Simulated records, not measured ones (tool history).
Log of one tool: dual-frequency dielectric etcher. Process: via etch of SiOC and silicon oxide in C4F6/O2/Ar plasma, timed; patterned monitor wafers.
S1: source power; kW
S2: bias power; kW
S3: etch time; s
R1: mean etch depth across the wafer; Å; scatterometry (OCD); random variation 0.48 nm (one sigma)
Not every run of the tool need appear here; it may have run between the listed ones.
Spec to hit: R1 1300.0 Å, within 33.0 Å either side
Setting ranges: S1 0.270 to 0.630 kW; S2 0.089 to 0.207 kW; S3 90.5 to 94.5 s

| run | day | S1 | S2 | S3 | R1 |
|---|---|---|---|---|---|
| 1 | 0.000 | 0.450 | 0.148 | 90.5 | 1073.5 |
| 2 | 0.179 | 0.490 | 0.157 | 91.0 | 1143.8 |
| 3 | 0.458 | 0.430 | 0.157 | 91.0 | 1098.3 |
| 4 | 0.571 | 0.470 | 0.166 | 91.5 | 1152.8 |
| 5 | 0.721 | 0.470 | 0.149 | 91.5 | 1113.4 |
|  | 0.792 | wet clean of the chamber |
| 6 | 0.792 | 0.510 | 0.158 | 92.0 | 1214.7 |
| 7 | 0.933 | 0.530 | 0.159 | 92.0 | 1222.1 |
| 8 | 1.171 | 0.550 | 0.161 | 92.0 | 1251.7 |
| 9 | 1.208 | 0.550 | 0.161 | 92.0 | 1248.5 |
| 10 | 1.492 | 0.560 | 0.162 | 92.0 | 1259.3 |

Of the 4 settings listed for the next run, only one would bring every result within its allowed miss of target. Which one?
| A | 1.775 | 0.600 | 0.135 | 94.5 | ? |
| B | 1.775 | 0.540 | 0.148 | 94.0 | ? |
| C | 1.775 | 0.570 | 0.164 | 94.5 | ? |
| D | 1.775 | 0.500 | 0.159 | 94.0 | ? |

| move | R1 |
|---|---|
| A | 1239.8 |
| B | 1228.9 |
| C | 1310.1 |
| D | 1228.8 |
A: its largest miss is bigger than the last run's
B: its largest miss is bigger than the last run's
C: every result lands within tolerance
D: its largest miss is bigger than the last run's
The move that meets every target is C.

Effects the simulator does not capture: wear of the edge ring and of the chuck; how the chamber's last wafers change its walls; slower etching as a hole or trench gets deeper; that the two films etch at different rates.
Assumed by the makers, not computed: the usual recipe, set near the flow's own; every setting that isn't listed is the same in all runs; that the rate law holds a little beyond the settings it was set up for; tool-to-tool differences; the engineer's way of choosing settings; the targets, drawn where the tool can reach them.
